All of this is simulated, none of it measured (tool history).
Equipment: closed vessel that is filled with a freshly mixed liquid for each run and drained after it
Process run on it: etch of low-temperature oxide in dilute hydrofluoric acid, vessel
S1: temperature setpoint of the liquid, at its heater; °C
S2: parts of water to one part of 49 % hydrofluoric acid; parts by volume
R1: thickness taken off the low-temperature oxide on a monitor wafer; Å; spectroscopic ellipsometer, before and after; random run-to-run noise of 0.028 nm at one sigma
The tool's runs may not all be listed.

Run 1, hour 0.0: S1 24.0 °C, S2 150 parts by volume, time in the liquid (s) 255. Result: R1 171.34 Å.
Run 2, hour 2.4: S1 22.5 °C, S2 160 parts by volume, time in the liquid (s) 255. Result: R1 150.56 Å.
Run 3, hour 3.5: S1 22.5 °C, S2 160 parts by volume, time in the liquid (s) 255. Result: R1 150.47 Å.
Run 4, hour 10.6: S1 21.0 °C, S2 160 parts by volume, time in the liquid (s) 255. Result: R1 142.97 Å.
Run 5, hour 11.8: S1 20.0 °C, S2 170 parts by volume, time in the liquid (s) 255. Result: R1 127.32 Å.
Run 6, hour 19.3: S1 19.5 °C, S2 180 parts by volume, time in the liquid (s) 255. Result: R1 116.30 Å.

Run 7 comes next. What will it give?
Run 7, hour 21.1: S1 19.5 °C, S2 180 parts by volume, time in the liquid (s) 255. Result: R1 ?.

R1: 117.21 Å

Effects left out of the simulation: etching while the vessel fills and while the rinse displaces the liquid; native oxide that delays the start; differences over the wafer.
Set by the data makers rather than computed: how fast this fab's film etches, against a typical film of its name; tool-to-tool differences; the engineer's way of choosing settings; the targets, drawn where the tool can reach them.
